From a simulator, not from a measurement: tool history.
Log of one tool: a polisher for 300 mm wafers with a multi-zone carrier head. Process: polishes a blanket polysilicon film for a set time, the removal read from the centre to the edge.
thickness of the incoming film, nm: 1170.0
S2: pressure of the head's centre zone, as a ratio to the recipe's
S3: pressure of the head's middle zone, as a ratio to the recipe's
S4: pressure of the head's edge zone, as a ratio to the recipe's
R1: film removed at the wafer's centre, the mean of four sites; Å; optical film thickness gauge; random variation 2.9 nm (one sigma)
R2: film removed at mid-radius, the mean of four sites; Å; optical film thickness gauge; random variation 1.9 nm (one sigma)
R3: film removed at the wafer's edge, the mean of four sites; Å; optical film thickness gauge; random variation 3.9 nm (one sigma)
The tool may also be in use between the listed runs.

{"run": 1, "hour": 0.0, "flow of slurry (ml/min)": 295, "S2": 1, "S3": 1, "S4": 1, "polishing time (s)": 55, "R1": 3573.8, "R2": 3655.9, "R3": 3642.6}
{"run": 2, "hour": 5.3, "flow of slurry (ml/min)": 290, "S2": 0.97, "S3": 0.98, "S4": 0.97, "polishing time (s)": 53, "R1": 3288.3, "R2": 3478.9, "R3": 3436}
{"run": 3, "hour": 9.2, "flow of slurry (ml/min)": 290, "S2": 0.91, "S3": 0.98, "S4": 0.97, "polishing time (s)": 53, "R1": 3043.9, "R2": 3455.8, "R3": 3485}
{"run": 4, "hour": 11.1, "flow of slurry (ml/min)": 290, "S2": 0.91, "S3": 0.98, "S4": 0.97, "polishing time (s)": 59, "R1": 3482.9, "R2": 3804.3, "R3": 3762.7}
{"run": 5, "hour": 17.1, "flow of slurry (ml/min)": 280, "S2": 0.9, "S3": 0.96, "S4": 0.93, "polishing time (s)": 57, "R1": 3294, "R2": 3673.3, "R3": 3642.3}
{"run": 6, "hour": 23.7, "flow of slurry (ml/min)": 280, "S2": 0.9, "S3": 1, "S4": 0.93, "polishing time (s)": 57, "R1": 3275.6, "R2": 3749.4, "R3": 3561.7}
{"run": 7, "hour": 26.6, "flow of slurry (ml/min)": 275, "S2": 0.9, "S3": 0.98, "S4": 0.91, "polishing time (s)": 55, "R1": 3157.1, "R2": 3569.6, "R3": 3393.2}
{"run": 8, "hour": 32.7, "flow of slurry (ml/min)": 275, "S2": 0.9, "S3": 0.98, "S4": 0.91, "polishing time (s)": 55, "R1": 3141.6, "R2": 3595.6, "R3": 3326.8}

Run 9 comes next. What will it give?
{"run": 9, "hour": 35.6, "flow of slurry (ml/min)": 265, "S2": 0.89, "S3": 0.95, "S4": 0.89, "polishing time (s)": 54, "R1": "?", "R2": "?", "R3": "?"}

R1: 3040.6 Å
R2: 3389.1 Å
R3: 3367.9 Å
